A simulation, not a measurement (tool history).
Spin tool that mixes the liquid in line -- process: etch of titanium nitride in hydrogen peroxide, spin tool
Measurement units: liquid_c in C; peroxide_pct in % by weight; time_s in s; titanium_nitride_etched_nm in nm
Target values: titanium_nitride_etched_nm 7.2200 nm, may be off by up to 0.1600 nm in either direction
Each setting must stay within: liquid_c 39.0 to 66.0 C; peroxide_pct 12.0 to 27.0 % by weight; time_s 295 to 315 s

run 1 hour=0.0 | liquid_c=55.0 peroxide_pct=18.0 time_s=295 | titanium_nitride_etched_nm=15.5680
run 2 hour=7.1 | liquid_c=53.5 peroxide_pct=18.0 time_s=295 | titanium_nitride_etched_nm=13.8660
run 3 hour=14.6 | liquid_c=52.5 peroxide_pct=18.0 time_s=295 | titanium_nitride_etched_nm=12.9740
run 4 hour=17.0 | liquid_c=51.5 peroxide_pct=18.0 time_s=295 | titanium_nitride_etched_nm=12.1000
run 5 hour=21.3 | liquid_c=51.5 peroxide_pct=15.5 time_s=295 | titanium_nitride_etched_nm=11.6930
-- hour=22.6 peroxide flow meter replaced
run 6 hour=22.6 | liquid_c=50.5 peroxide_pct=15.5 time_s=295 | titanium_nitride_etched_nm=11.0080
run 7 hour=25.8 | liquid_c=49.5 peroxide_pct=15.5 time_s=295 | titanium_nitride_etched_nm=10.3700
run 8 hour=30.3 | liquid_c=49.0 peroxide_pct=15.5 time_s=295 | titanium_nitride_etched_nm=9.9909
run 9 hour=34.9 | liquid_c=48.5 peroxide_pct=15.5 time_s=295 | titanium_nitride_etched_nm=9.6062
run 10 hour=43.8 | liquid_c=48.5 peroxide_pct=15.5 time_s=295 | titanium_nitride_etched_nm=9.5516
run 11 hour=50.6 | liquid_c=48.0 peroxide_pct=15.5 time_s=295 | titanium_nitride_etched_nm=9.2526
run 12 hour=58.3 | liquid_c=47.5 peroxide_pct=15.5 time_s=295 | titanium_nitride_etched_nm=8.8972
run 13 hour=65.8 | liquid_c=47.0 peroxide_pct=15.5 time_s=295 | titanium_nitride_etched_nm=8.5170

Which of these 4 next moves meets every target?
run A hour=73.3 | liquid_c=43.0 peroxide_pct=15.5 time_s=315 | titanium_nitride_etched_nm=?
run B hour=73.3 | liquid_c=43.5 peroxide_pct=16.0 time_s=305 | titanium_nitride_etched_nm=?
run C hour=73.3 | liquid_c=44.5 peroxide_pct=12.0 time_s=315 | titanium_nitride_etched_nm=?
run D hour=73.3 | liquid_c=43.0 peroxide_pct=16.0 time_s=315 | titanium_nitride_etched_nm=?

move=A titanium_nitride_etched_nm=6.7677
move=B titanium_nitride_etched_nm=6.8502
move=C titanium_nitride_etched_nm=7.1792
move=D titanium_nitride_etched_nm=6.8132
A: takes the result that was furthest off past its target
B: takes the result that was furthest off past its target
C: every result within its allowed miss
D: takes the result that was furthest off past its target
Correct choice: C, which meets every target

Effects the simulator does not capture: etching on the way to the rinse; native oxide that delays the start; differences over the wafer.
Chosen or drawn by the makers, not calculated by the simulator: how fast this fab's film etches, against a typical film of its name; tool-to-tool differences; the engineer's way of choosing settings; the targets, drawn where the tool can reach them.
